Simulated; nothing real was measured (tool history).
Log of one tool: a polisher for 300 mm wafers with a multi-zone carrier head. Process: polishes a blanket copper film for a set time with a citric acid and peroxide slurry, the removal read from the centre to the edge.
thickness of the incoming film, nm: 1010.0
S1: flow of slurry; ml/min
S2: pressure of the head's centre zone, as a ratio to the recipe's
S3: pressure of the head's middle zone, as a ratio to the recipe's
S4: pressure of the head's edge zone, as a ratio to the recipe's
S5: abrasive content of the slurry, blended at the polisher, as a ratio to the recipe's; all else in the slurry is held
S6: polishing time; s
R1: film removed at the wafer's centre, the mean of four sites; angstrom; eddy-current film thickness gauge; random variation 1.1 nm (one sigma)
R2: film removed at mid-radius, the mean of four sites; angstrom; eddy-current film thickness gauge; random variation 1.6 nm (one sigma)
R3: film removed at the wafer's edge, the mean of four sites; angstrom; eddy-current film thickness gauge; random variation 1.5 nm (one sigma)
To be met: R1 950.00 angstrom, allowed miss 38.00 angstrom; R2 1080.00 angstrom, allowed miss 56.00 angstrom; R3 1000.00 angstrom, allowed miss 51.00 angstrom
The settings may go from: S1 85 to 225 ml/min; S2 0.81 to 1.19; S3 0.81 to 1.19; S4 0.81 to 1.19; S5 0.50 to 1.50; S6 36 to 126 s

| run | hour | S1 | S2 | S3 | S4 | S5 | S6 | R1 | R2 | R3 |
|---|---|---|---|---|---|---|---|---|---|---|
| 1 | 0.0 | 145 | 1.00 | 1.00 | 1.00 | 1.00 | 81 | 1553.60 | 1608.00 | 1589.20 |
| 2 | 8.8 | 145 | 0.99 | 1.00 | 0.98 | 0.90 | 77 | 1424.60 | 1463.70 | 1495.10 |
| 3 | 11.9 | 145 | 0.99 | 1.03 | 0.98 | 0.90 | 77 | 1431.50 | 1507.10 | 1475.90 |
| 4 | 14.1 | 145 | 0.99 | 1.03 | 0.98 | 1.05 | 77 | 1495.80 | 1555.30 | 1527.20 |
| 5 | 19.1 | 145 | 0.99 | 1.00 | 0.98 | 1.05 | 77 | 1508.00 | 1561.70 | 1558.50 |
| 6 | 26.8 | 140 | 0.99 | 1.03 | 0.97 | 0.95 | 74 | 1374.50 | 1505.60 | 1402.50 |
| 7 | 30.1 | 110 | 0.92 | 0.93 | 0.90 | 0.70 | 62 | 962.09 | 997.89 | 1048.30 |
| 8 | 32.7 | 110 | 0.92 | 0.95 | 0.89 | 0.70 | 62 | 944.17 | 1005.70 | 1046.60 |
| 9 | 37.1 | 110 | 0.93 | 0.97 | 0.88 | 0.70 | 62 | 962.27 | 1022.10 | 1022.30 |

5 next moves are on the table. One of them brings every result within its allowed miss. Which?
| A | 41.5 | 100 | 0.93 | 1.19 | 0.82 | 0.70 | 64 | ? | ? | ? |
| B | 41.5 | 140 | 0.89 | 1.19 | 0.83 | 0.55 | 63 | ? | ? | ? |
| C | 41.5 | 120 | 1.15 | 1.19 | 0.81 | 0.70 | 53 | ? | ? | ? |
| D | 41.5 | 95 | 0.92 | 1.03 | 0.81 | 0.90 | 62 | ? | ? | ? |
| E | 41.5 | 130 | 0.97 | 0.96 | 0.95 | 0.65 | 57 | ? | ? | ? |

| move | R1 | R2 | R3 |
|---|---|---|---|
| A | 957.90 | 1225.60 | 988.40 |
| B | 957.10 | 1263.70 | 995.30 |
| C | 1046.40 | 1071.20 | 845.30 |
| D | 945.05 | 1084.40 | 992.37 |
| E | 954.89 | 965.73 | 980.03 |
A: takes the result that was furthest off past its target
B: takes the result that was furthest off past its target
C: brings the result that was furthest off to its target, and leaves another outside
D: meets every target
E: further off than the last run
The right move is D.
